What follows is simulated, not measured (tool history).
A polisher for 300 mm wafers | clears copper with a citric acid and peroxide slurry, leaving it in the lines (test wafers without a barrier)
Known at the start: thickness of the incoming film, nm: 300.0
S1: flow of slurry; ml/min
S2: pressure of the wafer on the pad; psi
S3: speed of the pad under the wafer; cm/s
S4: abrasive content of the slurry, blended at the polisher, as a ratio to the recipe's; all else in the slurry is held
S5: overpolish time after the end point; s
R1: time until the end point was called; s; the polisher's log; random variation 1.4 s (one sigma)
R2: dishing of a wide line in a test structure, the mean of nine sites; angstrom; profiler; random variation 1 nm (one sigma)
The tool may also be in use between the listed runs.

run 1 hour=0 | S1=190 S2=3.8 S3=128 S4=1 S5=25 | R1=88.657 R2=493.81
run 2 hour=7.9 | S1=190 S2=3.6 S3=128 S4=1 S5=26 | R1=89.63 R2=510.47
run 3 hour=9.4 | S1=190 S2=3.6 S3=142 S4=1 S5=26 | R1=85.689 R2=532.63
run 4 hour=16.6 | S1=190 S2=3.6 S3=142 S4=1.2 S5=26 | R1=81.024 R2=559.39
run 5 hour=23.3 | S1=190 S2=3.6 S3=142 S4=1.1 S5=26 | R1=80.971 R2=553.72
run 6 hour=27.7 | S1=190 S2=3.6 S3=142 S4=1 S5=26 | R1=83.32 R2=538.02
run 7 hour=28.5 | S1=190 S2=3.6 S3=142 S4=1 S5=26 | R1=84.204 R2=536.77
run 8 hour=30.1 | S1=190 S2=3.4 S3=142 S4=1 S5=27 | R1=86.611 R2=531.14
run 9 hour=37.7 | S1=190 S2=3.2 S3=140 S4=1 S5=28 | R1=89.225 R2=535.83
run 10 hour=43.8 | S1=190 S2=3 S3=136 S4=1 S5=29 | R1=98.23 R2=505.4
run 11 hour=46.2 | S1=190 S2=2.8 S3=136 S4=1 S5=30 | R1=102.33 R2=483.15
run 12 hour=48.8 | S1=190 S2=2.7 S3=136 S4=1 S5=31 | R1=103.73 R2=505.72
run 13 hour=55.3 | S1=190 S2=2.6 S3=136 S4=1 S5=32 | R1=106.8 R2=495.12

Forecast run 14:
run 14 hour=57.9 | S1=190 S2=2.5 S3=136 S4=1 S5=33 | R1=? R2=?

R1: 109.09 s
R2: 493.81 angstrom

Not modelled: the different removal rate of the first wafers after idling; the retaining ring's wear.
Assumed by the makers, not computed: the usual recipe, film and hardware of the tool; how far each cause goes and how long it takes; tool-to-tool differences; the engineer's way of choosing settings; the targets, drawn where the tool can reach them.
